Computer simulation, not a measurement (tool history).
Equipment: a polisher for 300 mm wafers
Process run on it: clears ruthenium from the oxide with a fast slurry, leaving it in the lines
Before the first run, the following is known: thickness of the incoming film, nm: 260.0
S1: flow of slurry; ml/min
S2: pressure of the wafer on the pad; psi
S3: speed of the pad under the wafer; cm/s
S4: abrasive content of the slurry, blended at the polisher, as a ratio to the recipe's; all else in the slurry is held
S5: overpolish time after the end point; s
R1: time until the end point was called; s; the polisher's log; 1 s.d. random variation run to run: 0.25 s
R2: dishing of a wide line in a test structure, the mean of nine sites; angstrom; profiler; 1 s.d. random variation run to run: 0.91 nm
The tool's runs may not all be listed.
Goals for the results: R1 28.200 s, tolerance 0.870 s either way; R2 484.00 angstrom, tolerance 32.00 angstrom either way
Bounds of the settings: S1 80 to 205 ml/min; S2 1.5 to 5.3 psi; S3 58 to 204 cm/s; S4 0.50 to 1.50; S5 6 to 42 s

| run | day | S1 | S2 | S3 | S4 | S5 | R1 | R2 |
|---|---|---|---|---|---|---|---|---|
| 1 | 0.000 | 135 | 3.4 | 130 | 1.00 | 21 | 44.405 | 807.99 |
| 2 | 0.283 | 135 | 3.4 | 130 | 1.00 | 15 | 43.496 | 644.88 |
| 3 | 0.575 | 160 | 3.4 | 130 | 1.00 | 15 | 42.971 | 646.52 |
| 4 | 0.721 | 170 | 3.6 | 130 | 1.00 | 13 | 39.915 | 598.59 |
| 5 | 1.075 | 180 | 3.9 | 128 | 1.00 | 11 | 36.867 | 575.54 |
| 6 | 1.267 | 185 | 4.2 | 124 | 1.00 | 10 | 35.342 | 539.23 |
| 7 | 1.358 | 205 | 5.2 | 116 | 1.05 | 6 | 29.240 | 403.66 |
| 8 | 1.717 | 205 | 5.2 | 118 | 1.05 | 7 | 29.564 | 461.07 |

Which of these 4 next moves meets every target?
| A | 2.075 | 180 | 5.1 | 126 | 0.95 | 6 | ? | ? |
| B | 2.075 | 205 | 5.3 | 116 | 1.10 | 6 | ? | ? |
| C | 2.075 | 205 | 5.2 | 122 | 1.05 | 7 | ? | ? |
| D | 2.075 | 205 | 5.3 | 116 | 0.95 | 6 | ? | ? |

| move | R1 | R2 |
|---|---|---|
| A | 29.598 | 393.40 |
| B | 28.323 | 409.11 |
| C | 28.073 | 472.04 |
| D | 30.353 | 384.66 |
A: its largest miss is bigger than the last run's
B: gets the furthest-off result to its target, but another result is out of tolerance
C: all results in spec
D: its largest miss is bigger than the last run's
So the answer is move C, the one that meets all the targets.

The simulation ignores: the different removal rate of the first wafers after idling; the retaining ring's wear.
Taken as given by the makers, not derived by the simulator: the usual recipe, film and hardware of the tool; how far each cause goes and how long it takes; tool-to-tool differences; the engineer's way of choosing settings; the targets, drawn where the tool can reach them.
